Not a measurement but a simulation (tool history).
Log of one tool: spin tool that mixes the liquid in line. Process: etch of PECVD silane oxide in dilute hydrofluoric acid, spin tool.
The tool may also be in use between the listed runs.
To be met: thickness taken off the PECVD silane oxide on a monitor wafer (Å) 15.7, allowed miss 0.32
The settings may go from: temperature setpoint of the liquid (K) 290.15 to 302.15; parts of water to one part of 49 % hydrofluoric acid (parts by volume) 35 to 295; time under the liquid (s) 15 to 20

run  hour  temperature setpoint of the liquid (K)  parts of water to one part of 49 % hydrofluoric acid (parts by volume)  time under the liquid (s)  thickness taken off the PECVD silane oxide on a monitor wafer (Å)
  1     0                                  294.15                                                                     165                         20                                                             30.845
  2   6.1                                  292.65                                                                     165                         20                                                             29.117
  3   7.7                                  292.15                                                                     180                         20                                                              25.79
  4    11                                  294.65                                                                     180                         20                                                             28.663
  5  17.1                                  294.65                                                                     180                         20                                                             28.098
  6  18.5                                  294.65                                                                     180                         15                                                             21.288
  7  26.4                                  296.15                                                                     185                         15                                                             21.997
  8  31.1                                  297.15                                                                     190                         15                                                             22.011
  9    35                                  297.15                                                                     200                         15                                                             20.659
 10  35.7                                  297.15                                                                     205                         15                                                             19.986
 11  38.2                                  297.15                                                                     210                         15                                                              19.28
 12  46.1                                  297.15                                                                     210                         15                                                             19.567
 13  54.8                                  297.15                                                                     215                         15                                                             18.737
 14  61.4                                  297.15                                                                     220                         15                                                             18.246
 15  67.2                                  297.15                                                                     220                         15                                                             18.384
 16  70.8                                  297.15                                                                     225                         15                                                             17.613
 17  75.2                                  297.15                                                                     230                         15                                                             17.337
 18  81.6                                  297.65                                                                     235                         15                                                             17.289

4 next moves are on the table. One of them brings every result within its allowed miss. Which?
  A    88                                  298.65                                                                     260                         15                                                                  ?
  B    88                                  299.65                                                                     255                         15                                                                  ?
  C    88                                  295.65                                                                     230                         15                                                                  ?
  D    88                                  296.65                                                                     235                         15                                                                  ?

move  thickness taken off the PECVD silane oxide on a monitor wafer (Å)
   A                                                             15.921
   B                                                             16.897
   C                                                             16.664
   D                                                             16.832
A: meets every target
B: nearer than the last run, and not there yet
C: nearer than the last run, and not there yet
D: nearer than the last run, and not there yet
Move A is the one to make.
